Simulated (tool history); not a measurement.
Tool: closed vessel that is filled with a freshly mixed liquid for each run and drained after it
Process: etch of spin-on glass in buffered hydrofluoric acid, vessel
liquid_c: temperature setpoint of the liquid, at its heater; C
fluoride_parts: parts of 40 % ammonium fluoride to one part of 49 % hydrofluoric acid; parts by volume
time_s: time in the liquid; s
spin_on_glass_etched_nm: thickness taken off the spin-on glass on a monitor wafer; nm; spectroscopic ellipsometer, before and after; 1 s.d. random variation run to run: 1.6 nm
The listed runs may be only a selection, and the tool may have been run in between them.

run,day,liquid_c,fluoride_parts,time_s,spin_on_glass_etched_nm
1,0,20,11.5,35,98.6
2,0.033,22.5,11,35,117.06
3,0.288,22.5,14,35,93.097
4,0.533,20.5,14,35,83.031
5,0.692,22.5,13,35,99.476
6,0.871,24,12,35,118.55
7,0.929,25,11.5,35,129.56
8,1.038,26,11,35,139.93
9,1.2,26.5,11,35,147.6

Predict the results of run 10:
10,1.454,27,11,35,?

{"run 10": {"spin_on_glass_etched_nm": 150.54}}
